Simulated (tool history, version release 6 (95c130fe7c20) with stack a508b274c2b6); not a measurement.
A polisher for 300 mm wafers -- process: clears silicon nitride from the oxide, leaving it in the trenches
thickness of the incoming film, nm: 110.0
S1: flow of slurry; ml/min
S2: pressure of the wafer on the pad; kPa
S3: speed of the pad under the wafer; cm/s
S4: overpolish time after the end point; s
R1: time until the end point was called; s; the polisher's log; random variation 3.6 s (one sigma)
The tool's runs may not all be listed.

run  hour   S1    S2   S3  S4      R1
  1     0  180  20.7  120   3  94.207
  2   6.7  180  18.6  116   3  101.86
  3  12.7  180  17.2  108   3   123.5
  4  18.2  180  15.9  106   3  134.95
  5  23.1  180  15.2  106   3  137.26
  6  28.5  180  15.2  106   3  135.61
  7  30.9  180  14.5  104   3  149.75
  8  36.3  180  13.8  104   3  153.52

What will run 9 give?
  9  44.4  180  13.1  104   3   ?

R1: 167.71 s

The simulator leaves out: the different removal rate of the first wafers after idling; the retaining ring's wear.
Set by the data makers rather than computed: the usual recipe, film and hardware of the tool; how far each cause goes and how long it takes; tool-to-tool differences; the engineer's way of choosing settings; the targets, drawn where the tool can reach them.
